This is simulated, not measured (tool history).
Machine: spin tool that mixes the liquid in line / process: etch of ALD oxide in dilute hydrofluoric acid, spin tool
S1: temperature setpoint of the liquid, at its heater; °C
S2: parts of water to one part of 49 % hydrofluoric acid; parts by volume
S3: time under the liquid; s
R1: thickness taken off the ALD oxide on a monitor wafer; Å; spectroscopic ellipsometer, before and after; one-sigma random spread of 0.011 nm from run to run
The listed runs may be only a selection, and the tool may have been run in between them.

run,hour,S1,S2,S3,R1
1,0.0,25.0,180,90,65.289
2,3.7,23.0,200,90,53.276
3,5.8,23.0,200,70,41.823
4,12.0,21.5,200,70,39.529
5,14.5,19.0,200,70,35.782
6,19.0,19.0,245,70,28.050
7,22.4,19.5,245,70,28.455

Expected results for the next run?
8,28.2,20.0,245,70,?

{"run 8": {"R1": 29.079}}

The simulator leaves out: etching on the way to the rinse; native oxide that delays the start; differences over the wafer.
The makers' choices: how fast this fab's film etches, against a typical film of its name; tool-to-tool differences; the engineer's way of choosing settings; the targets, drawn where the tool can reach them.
